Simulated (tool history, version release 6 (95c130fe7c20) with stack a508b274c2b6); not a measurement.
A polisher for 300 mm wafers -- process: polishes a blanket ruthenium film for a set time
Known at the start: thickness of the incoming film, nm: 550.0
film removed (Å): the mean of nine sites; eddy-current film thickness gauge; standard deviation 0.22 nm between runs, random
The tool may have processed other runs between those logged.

run  hour  flow of slurry (ml/min)  pressure of the wafer on the pad (kPa)  speed of the pad under the wafer (cm/s)  polishing time (s)  film removed (Å)
  1   0.0                      220                                    14.5                                      100                  22            227.88
  2   2.6                      225                                    15.2                                      100                  22            242.10
  3   9.6                      230                                    15.9                                      100                  22            253.50
  4  14.4                      230                                    15.9                                      120                  22            293.45
  5  22.2                      270                                    15.9                                      120                  22            295.08
  6  28.8                      270                                    17.2                                      120                  22            323.77

Estimate the outcome of run 7 from the log above:
  7  34.8                      270                                    17.9                                      120                  22                 ?

{"run 7": {"film removed (Å)": 333.19}}
